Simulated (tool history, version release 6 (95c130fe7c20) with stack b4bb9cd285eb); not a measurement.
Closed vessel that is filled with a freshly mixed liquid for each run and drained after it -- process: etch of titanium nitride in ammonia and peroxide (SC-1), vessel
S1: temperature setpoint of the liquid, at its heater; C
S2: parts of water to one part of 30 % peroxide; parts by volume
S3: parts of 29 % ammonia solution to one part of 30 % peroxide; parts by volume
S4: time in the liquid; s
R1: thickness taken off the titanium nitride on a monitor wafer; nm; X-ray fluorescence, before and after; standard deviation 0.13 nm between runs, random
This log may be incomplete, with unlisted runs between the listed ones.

run	hour	S1	S2	S3	S4	R1
1	0.0	47.0	24	0.45	420	16.6250
2	6.7	40.0	24	0.45	420	9.9578
3	13.0	44.0	24	0.45	420	13.3930
4	19.7	47.0	24	0.45	420	16.6620
5	20.7	47.0	24	0.45	450	17.7780
6	23.4	47.0	18	0.45	450	20.8870
7	32.7	48.5	18	0.45	450	23.3160
8	38.4	50.0	18	0.45	450	25.8650
9	44.0	51.0	18	0.45	450	27.5730
10	53.2	51.5	18	0.45	450	28.6270
11	55.5	52.0	18	0.45	450	29.4780
12	57.7	52.5	18	0.45	450	30.5060
13	60.4	53.0	18	0.45	450	31.8780

What will run 14 give?
14	62.6	53.5	18	0.45	450	?

R1: 32.9480 nm

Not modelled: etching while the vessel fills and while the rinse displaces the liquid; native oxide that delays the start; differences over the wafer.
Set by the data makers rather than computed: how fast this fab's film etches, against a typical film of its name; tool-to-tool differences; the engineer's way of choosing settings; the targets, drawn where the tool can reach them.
